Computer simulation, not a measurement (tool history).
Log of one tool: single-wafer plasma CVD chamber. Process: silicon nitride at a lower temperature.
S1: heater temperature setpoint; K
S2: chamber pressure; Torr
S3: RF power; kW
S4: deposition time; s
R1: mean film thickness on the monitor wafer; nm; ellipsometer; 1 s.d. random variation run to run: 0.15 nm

run	day	S1	S2	S3	S4	R1
1	0.000	648.15	2.06	0.260	23.1	26.014
2	0.250	648.15	2.21	0.265	23.1	26.956
3	0.488	648.15	2.34	0.270	23.1	28.205
4	0.517	657.15	2.34	0.270	23.1	27.849
5	0.788	657.15	2.45	0.270	23.1	27.990
6	1.150	657.15	2.45	0.255	23.1	26.353
7	1.208	657.15	2.55	0.260	23.1	27.191
8	1.367	657.15	2.62	0.265	23.1	27.848
9	1.442	657.15	2.67	0.270	23.1	28.710
10	1.675	657.15	2.72	0.270	23.1	28.319
11	1.846	657.15	2.73	0.275	23.1	28.887
12	2.183	657.15	2.75	0.280	23.1	29.468
13	2.462	657.15	2.77	0.280	23.1	29.496
14	2.492	657.15	2.77	0.280	23.1	29.839

The next listed run, before its measurement:
15	2.842	657.15	2.79	0.280	23.1	?

Run 15 yielded R1 29.858 nm.
